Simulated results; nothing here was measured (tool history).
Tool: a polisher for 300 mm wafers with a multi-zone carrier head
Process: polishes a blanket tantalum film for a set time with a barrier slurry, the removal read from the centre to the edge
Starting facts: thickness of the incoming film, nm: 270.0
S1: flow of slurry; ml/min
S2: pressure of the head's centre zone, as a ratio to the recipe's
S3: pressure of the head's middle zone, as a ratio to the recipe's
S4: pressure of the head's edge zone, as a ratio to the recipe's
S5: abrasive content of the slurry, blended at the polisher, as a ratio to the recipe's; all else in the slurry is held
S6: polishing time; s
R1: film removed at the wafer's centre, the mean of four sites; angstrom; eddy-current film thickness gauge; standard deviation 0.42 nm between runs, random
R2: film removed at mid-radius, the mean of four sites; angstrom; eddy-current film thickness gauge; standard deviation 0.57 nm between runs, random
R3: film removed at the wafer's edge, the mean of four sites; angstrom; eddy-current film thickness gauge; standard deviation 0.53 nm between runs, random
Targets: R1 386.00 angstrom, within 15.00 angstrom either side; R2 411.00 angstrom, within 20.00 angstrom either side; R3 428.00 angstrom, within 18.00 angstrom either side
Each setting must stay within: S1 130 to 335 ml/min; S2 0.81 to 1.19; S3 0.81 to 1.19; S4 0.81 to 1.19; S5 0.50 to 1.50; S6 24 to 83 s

run,hour,S1,S2,S3,S4,S5,S6,R1,R2,R3
1,0.0,215,1.00,1.00,1.00,1.00,53,829.86,840.45,823.19
2,5.0,215,1.00,1.00,1.00,1.00,67,1058.50,1062.80,1034.50
3,7.7,235,1.00,1.00,1.00,1.00,67,1062.10,1083.70,1049.70
4,15.3,235,1.00,1.04,1.00,1.00,67,1060.10,1105.60,1060.80
5,22.1,235,0.96,1.04,1.00,1.00,67,1023.20,1119.40,1049.50
6,27.3,235,0.96,1.04,0.96,1.00,67,1044.80,1072.80,1012.40
7,29.2,230,0.94,1.01,0.96,0.90,60,854.30,913.62,874.96
8,36.2,225,0.92,0.98,0.94,0.85,55,757.42,799.81,754.40
9,43.2,165,0.82,0.88,1.04,0.60,40,363.25,414.24,438.89
10,45.7,170,0.83,0.88,1.03,0.60,40,364.56,402.52,433.00

Consider the 4 candidate settings below. Which is the only one whose results all fall within their allowed miss of target?
A,48.2,145,0.83,1.12,0.86,0.55,44,?,?,?
B,48.2,135,0.85,0.88,1.03,0.65,35,?,?,?
C,48.2,255,1.07,0.82,0.97,0.70,31,?,?,?
D,48.2,185,0.84,0.87,0.94,0.55,45,?,?,?

move,R1,R2,R3
A,356.96,465.98,390.39
B,347.52,375.65,408.32
C,425.21,358.24,391.44
D,377.71,407.78,424.16
A: further off than the last run
B: further off than the last run
C: takes the biggest miss from the last run beyond its target
D: all results land within tolerance of their targets
D meets every target.

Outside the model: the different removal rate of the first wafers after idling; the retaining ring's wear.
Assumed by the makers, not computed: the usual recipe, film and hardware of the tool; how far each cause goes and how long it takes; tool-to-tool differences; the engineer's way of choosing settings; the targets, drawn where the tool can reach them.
